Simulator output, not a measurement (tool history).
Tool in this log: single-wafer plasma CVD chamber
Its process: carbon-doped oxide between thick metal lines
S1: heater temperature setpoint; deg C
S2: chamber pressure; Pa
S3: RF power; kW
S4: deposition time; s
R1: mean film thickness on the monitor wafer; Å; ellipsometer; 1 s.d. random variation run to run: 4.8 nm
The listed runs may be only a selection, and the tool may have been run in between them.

{"run": 1, "day": 0.0, "S1": 350, "S2": 697, "S3": 0.52, "S4": 279, "R1": 14685}
{"run": 2, "day": 0.088, "S1": 349, "S2": 725, "S3": 0.525, "S4": 279, "R1": 14935}
{"run": 3, "day": 0.129, "S1": 348, "S2": 749, "S3": 0.53, "S4": 279, "R1": 15165}
{"run": 4, "day": 0.362, "S1": 348, "S2": 749, "S3": 0.46, "S4": 279, "R1": 13465}
{"run": 5, "day": 0.388, "S1": 348, "S2": 749, "S3": 0.53, "S4": 279, "R1": 15086}
{"run": 6, "day": 0.412, "S1": 348, "S2": 749, "S3": 0.53, "S4": 279, "R1": 15023}
{"run": 7, "day": 0.458, "S1": 347, "S2": 756, "S3": 0.535, "S4": 279, "R1": 15241}
{"run": 8, "day": 0.567, "S1": 346, "S2": 769, "S3": 0.54, "S4": 279, "R1": 15499}
{"run": 9, "day": 0.796, "S1": 345, "S2": 781, "S3": 0.54, "S4": 279, "R1": 15610}
{"run": 10, "day": 1.1, "S1": 344, "S2": 791, "S3": 0.54, "S4": 279, "R1": 15606}
{"run": 11, "day": 1.433, "S1": 343, "S2": 803, "S3": 0.54, "S4": 279, "R1": 15729}
{"run": 12, "day": 1.808, "S1": 342, "S2": 812, "S3": 0.54, "S4": 279, "R1": 15790}
{"run": 13, "day": 2.092, "S1": 341, "S2": 821, "S3": 0.54, "S4": 279, "R1": 15789}

Predict the results of run 14:
{"run": 14, "day": 2.467, "S1": 341, "S2": 821, "S3": 0.54, "S4": 279, "R1": "?"}

R1: 15726 Å
